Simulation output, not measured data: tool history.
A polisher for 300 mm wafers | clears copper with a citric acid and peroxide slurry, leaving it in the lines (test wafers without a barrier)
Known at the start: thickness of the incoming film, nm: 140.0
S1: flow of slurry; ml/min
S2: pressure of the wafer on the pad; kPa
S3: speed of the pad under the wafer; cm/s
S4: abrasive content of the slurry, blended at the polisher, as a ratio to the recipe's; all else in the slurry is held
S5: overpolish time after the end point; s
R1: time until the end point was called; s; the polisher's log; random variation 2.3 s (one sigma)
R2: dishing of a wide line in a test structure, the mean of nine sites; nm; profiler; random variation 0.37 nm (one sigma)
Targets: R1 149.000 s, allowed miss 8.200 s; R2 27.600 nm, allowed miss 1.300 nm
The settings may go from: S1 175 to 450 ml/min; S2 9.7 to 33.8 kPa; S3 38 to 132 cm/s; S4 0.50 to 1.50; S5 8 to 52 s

{"run": 1, "day": 0.0, "S1": 290, "S2": 21.4, "S3": 84, "S4": 1.0, "S5": 26, "R1": 87.193, "R2": 31.681}
{"run": 2, "day": 0.092, "S1": 290, "S2": 21.4, "S3": 84, "S4": 1.0, "S5": 19, "R1": 87.09, "R2": 24.43}
{"run": 3, "day": 0.392, "S1": 290, "S2": 21.4, "S3": 84, "S4": 1.0, "S5": 25, "R1": 85.185, "R2": 31.028}
{"run": 4, "day": 0.546, "S1": 290, "S2": 21.4, "S3": 84, "S4": 1.0, "S5": 30, "R1": 84.148, "R2": 36.118}
{"run": 5, "day": 0.833, "S1": 290, "S2": 17.9, "S3": 82, "S4": 1.0, "S5": 32, "R1": 104.38, "R2": 33.076}
{"run": 6, "day": 1.096, "S1": 350, "S2": 17.9, "S3": 82, "S4": 1.0, "S5": 32, "R1": 102.58, "R2": 33.101}
{"run": 7, "day": 1.158, "S1": 350, "S2": 11.7, "S3": 80, "S4": 1.0, "S5": 37, "R1": 159.35, "R2": 25.225}
{"run": 8, "day": 1.188, "S1": 350, "S2": 11.7, "S3": 80, "S4": 1.0, "S5": 37, "R1": 156.9, "R2": 25.142}

Which of these 4 next moves meets every target?
{"run": "A", "day": 1.217, "S1": 365, "S2": 13.8, "S3": 66, "S4": 0.95, "S5": 47, "R1": "?", "R2": "?"}
{"run": "B", "day": 1.217, "S1": 355, "S2": 11.7, "S3": 82, "S4": 1.05, "S5": 36, "R1": "?", "R2": "?"}
{"run": "C", "day": 1.217, "S1": 425, "S2": 12.4, "S3": 80, "S4": 0.95, "S5": 40, "R1": "?", "R2": "?"}
{"run": "D", "day": 1.217, "S1": 390, "S2": 9.7, "S3": 90, "S4": 0.95, "S5": 39, "R1": "?", "R2": "?"}

move=A R1=164.850 R2=30.179
move=B R1=152.990 R2=25.339
move=C R1=150.380 R2=28.266
move=D R1=171.330 R2=24.415
A: takes the result that was furthest off past its target
B: nearer than the last run, and not there yet
C: meets every target
D: further off than the last run
Answer: C
